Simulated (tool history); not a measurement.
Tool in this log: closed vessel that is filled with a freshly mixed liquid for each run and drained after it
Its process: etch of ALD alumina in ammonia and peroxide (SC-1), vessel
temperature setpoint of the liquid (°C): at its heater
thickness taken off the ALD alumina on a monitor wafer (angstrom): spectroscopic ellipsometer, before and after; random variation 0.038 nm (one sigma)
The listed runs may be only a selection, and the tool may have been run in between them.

| run | hour | temperature setpoint of the liquid (°C) | parts of 29 % ammonia solution to one part of 30 % peroxide (parts by volume) | time in the liquid (s) | thickness taken off the ALD alumina on a monitor wafer (angstrom) |
|---|---|---|---|---|---|
| 1 | 0 | 54 | 0.55 | 30 | 30.565 |
| 2 | 1 | 57 | 0.55 | 30 | 36.069 |
| 3 | 3 | 57 | 0.75 | 30 | 37.712 |
| 4 | 4 | 58 | 0.75 | 30 | 38.583 |
| 5 | 6.6 | 58 | 0.6 | 30 | 38.064 |
| 6 | 10.4 | 58 | 0.8 | 30 | 39.066 |

What does the tool deliver on the next run?
| 7 | 15.3 | 59 | 0.8 | 30 | ? |

thickness taken off the ALD alumina on a monitor wafer (angstrom): 41.415

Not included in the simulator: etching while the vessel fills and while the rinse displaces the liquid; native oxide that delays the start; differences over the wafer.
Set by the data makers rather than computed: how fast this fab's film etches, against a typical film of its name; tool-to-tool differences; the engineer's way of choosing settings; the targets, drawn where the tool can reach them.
